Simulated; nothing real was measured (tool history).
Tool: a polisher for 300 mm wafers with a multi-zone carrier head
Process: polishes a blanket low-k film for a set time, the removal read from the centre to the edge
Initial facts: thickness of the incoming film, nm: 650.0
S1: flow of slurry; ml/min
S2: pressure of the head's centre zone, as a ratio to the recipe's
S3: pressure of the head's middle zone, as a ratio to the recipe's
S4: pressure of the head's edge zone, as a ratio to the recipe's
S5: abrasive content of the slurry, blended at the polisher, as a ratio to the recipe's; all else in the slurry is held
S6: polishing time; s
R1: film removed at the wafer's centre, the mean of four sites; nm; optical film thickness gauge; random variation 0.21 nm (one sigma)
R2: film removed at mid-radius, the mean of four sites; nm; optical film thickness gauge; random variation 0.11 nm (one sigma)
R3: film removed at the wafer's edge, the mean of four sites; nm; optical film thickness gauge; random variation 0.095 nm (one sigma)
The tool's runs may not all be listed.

run 1 day=0 | S1=290 S2=1 S3=1 S4=1 S5=1 S6=50 | R1=16.464 R2=16.28 R3=16.637
run 2 day=0.233 | S1=290 S2=1 S3=1 S4=1 S5=1 S6=62 | R1=20.768 R2=20.286 R3=20.794
run 3 day=0.3 | S1=290 S2=1 S3=0.92 S4=1 S5=1 S6=62 | R1=20.786 R2=19.521 R3=21.069
run 4 day=0.633 | S1=290 S2=1 S3=0.92 S4=1 S5=1 S6=54 | R1=17.993 R2=17.255 R3=18.348
run 5 day=0.954 | S1=240 S2=1 S3=0.92 S4=1 S5=1 S6=54 | R1=17.345 R2=16.679 R3=18.029
run 6 day=1.283 | S1=240 S2=1.07 S3=0.92 S4=1 S5=1 S6=54 | R1=18.131 R2=17.001 R3=17.992
run 7 day=1.562 | S1=250 S2=1.09 S3=0.91 S4=0.98 S5=0.95 S6=53 | R1=18.161 R2=16.173 R3=17.344
run 8 day=1.829 | S1=255 S2=1.1 S3=0.92 S4=0.97 S5=0.9 S6=52 | R1=17.725 R2=15.65 R3=16.471
run 9 day=1.971 | S1=260 S2=1.1 S3=0.93 S4=0.96 S5=0.85 S6=51 | R1=16.894 R2=15.312 R3=15.683
run 10 day=2.096 | S1=265 S2=1.11 S3=0.92 S4=0.95 S5=0.8 S6=50 | R1=16.453 R2=14.636 R3=15.251
run 11 day=2.371 | S1=270 S2=1.12 S3=0.92 S4=0.94 S5=0.75 S6=49 | R1=16.392 R2=14.113 R3=14.534
run 12 day=2.554 | S1=270 S2=1.12 S3=0.92 S4=0.93 S5=0.7 S6=49 | R1=15.77 R2=13.763 R3=14.261
run 13 day=2.917 | S1=270 S2=1.13 S3=0.92 S4=0.92 S5=0.65 S6=48 | R1=15.55 R2=13.12 R3=13.37

Forecast run 14:
run 14 day=3.15 | S1=265 S2=1.13 S3=0.92 S4=0.91 S5=0.65 S6=48 | R1=? R2=? R3=?

{"run 14": {"R1": 15.142, "R2": 13.206, "R3": 13.287}}

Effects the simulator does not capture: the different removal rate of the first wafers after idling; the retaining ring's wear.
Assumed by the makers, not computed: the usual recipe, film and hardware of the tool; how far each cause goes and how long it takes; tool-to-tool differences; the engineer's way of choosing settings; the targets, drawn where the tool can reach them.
